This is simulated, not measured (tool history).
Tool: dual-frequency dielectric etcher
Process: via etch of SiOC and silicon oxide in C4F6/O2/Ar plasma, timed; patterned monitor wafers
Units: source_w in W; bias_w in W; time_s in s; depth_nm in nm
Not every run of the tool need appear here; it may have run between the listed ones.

{"run": 1, "hour": 0.0, "source_w": 300, "bias_w": 233, "time_s": 46, "depth_nm": 50.414}
{"run": 2, "hour": 4.4, "source_w": 300, "bias_w": 233, "time_s": 46, "depth_nm": 50.377}
{"run": 3, "hour": 8.7, "source_w": 270, "bias_w": 212, "time_s": 45, "depth_nm": 44.733}
{"run": 4, "hour": 13.8, "source_w": 270, "bias_w": 178, "time_s": 45, "depth_nm": 42.882}
{"run": 5, "hour": 21.2, "source_w": 310, "bias_w": 178, "time_s": 45, "depth_nm": 46.492}
{"run": 6, "hour": 22.3, "source_w": 310, "bias_w": 178, "time_s": 42, "depth_nm": 43.343}
{"run": 7, "hour": 27.7, "source_w": 290, "bias_w": 174, "time_s": 42, "depth_nm": 41.266}
{"run": 8, "hour": 30.9, "source_w": 280, "bias_w": 172, "time_s": 42, "depth_nm": 40.103}

Expected results for the next run?
{"run": 9, "hour": 39.8, "source_w": 270, "bias_w": 171, "time_s": 42, "depth_nm": "?"}

{"run 9": {"depth_nm": 39.173}}
